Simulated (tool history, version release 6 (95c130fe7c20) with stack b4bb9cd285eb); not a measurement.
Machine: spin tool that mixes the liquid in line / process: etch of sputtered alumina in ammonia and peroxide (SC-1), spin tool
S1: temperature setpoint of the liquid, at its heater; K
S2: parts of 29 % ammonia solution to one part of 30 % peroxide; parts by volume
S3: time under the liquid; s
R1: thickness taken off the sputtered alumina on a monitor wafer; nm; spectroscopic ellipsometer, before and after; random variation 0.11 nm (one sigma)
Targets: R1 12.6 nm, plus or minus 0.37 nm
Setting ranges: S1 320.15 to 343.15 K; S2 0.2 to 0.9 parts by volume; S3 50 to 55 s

Run 1, hour 0: S1 336.15 K, S2 0.5 parts by volume, S3 50 s. Result: R1 7.7003 nm.
Run 2, hour 8.3: S1 336.15 K, S2 0.4 parts by volume, S3 50 s. Result: R1 7.6936 nm.
Run 3, hour 16.7: S1 336.15 K, S2 0.25 parts by volume, S3 50 s. Result: R1 7.2271 nm.
Run 4, hour 24.2: S1 341.65 K, S2 0.25 parts by volume, S3 50 s. Result: R1 9.4539 nm.
Run 5, hour 29.7: S1 342.15 K, S2 0.35 parts by volume, S3 50 s. Result: R1 10.008 nm.
Run 6, hour 30.6: S1 342.15 K, S2 0.35 parts by volume, S3 50 s. Result: R1 10.132 nm.
Run 7, hour 37.3: S1 342.65 K, S2 0.4 parts by volume, S3 50 s. Result: R1 10.382 nm.
Run 8, hour 39: S1 342.65 K, S2 0.4 parts by volume, S3 50 s. Result: R1 10.541 nm.
Run 9, hour 42: S1 343.15 K, S2 0.5 parts by volume, S3 55 s. Result: R1 11.8 nm.
Run 10, hour 50.2: S1 343.15 K, S2 0.3 parts by volume, S3 55 s. Result: R1 11.461 nm.
Run 11, hour 54.5: S1 343.15 K, S2 0.4 parts by volume, S3 55 s. Result: R1 11.874 nm.
Run 12, hour 57.8: S1 343.15 K, S2 0.45 parts by volume, S3 55 s. Result: R1 11.865 nm.
Run 13, hour 60.6: S1 343.15 K, S2 0.55 parts by volume, S3 55 s. Result: R1 12.003 nm.

Below are 5 possible settings for the next run. Only one of them brings all results inside the allowed miss of their targets. Which is it?
Run A, hour 63.4: S1 341.65 K, S2 0.65 parts by volume, S3 55 s. Result: R1 ?.
Run B, hour 63.4: S1 342.65 K, S2 0.55 parts by volume, S3 50 s. Result: R1 ?.
Run C, hour 63.4: S1 343.15 K, S2 0.75 parts by volume, S3 55 s. Result: R1 ?.
Run D, hour 63.4: S1 342.65 K, S2 0.45 parts by volume, S3 55 s. Result: R1 ?.
Run E, hour 63.4: S1 341.15 K, S2 0.5 parts by volume, S3 55 s. Result: R1 ?.

move      R1
   A  11.368
   B  10.677
   C  12.386
   D  11.525
   E  10.825
A: further off than the last run
B: further off than the last run
C: every result lands within tolerance
D: further off than the last run
E: further off than the last run
Move C is the one to make.
